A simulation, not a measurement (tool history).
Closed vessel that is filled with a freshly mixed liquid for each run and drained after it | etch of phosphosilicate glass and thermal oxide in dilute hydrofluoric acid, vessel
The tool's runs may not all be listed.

run	day	temperature setpoint of the liquid (K)	parts of water to one part of 49 % hydrofluoric acid (parts by volume)	time in the liquid (s)	thickness taken off the phosphosilicate glass on a monitor wafer (nm)	thickness taken off the thermal oxide on a monitor wafer (nm)
1	0	296.15	50	60	149.51	5.9876
2	0.246	293.15	50	60	133.08	5.391
3	0.475	294.65	50	60	139.79	5.6782
4	0.6	296.15	50	60	149.11	6.0334
5	0.658	296.15	40	60	192.36	7.7057
6	0.846	296.15	40	45	143.24	5.747
7	1.038	297.15	40	45	149.07	6.0103
8	1.346	297.15	40	45	147.62	6.0219

Estimate the outcome of run 9 from the log above:
9	1.558	301.15	35	45	?	?

thickness taken off the phosphosilicate glass on a monitor wafer (nm): 201.75
thickness taken off the thermal oxide on a monitor wafer (nm): 8.203
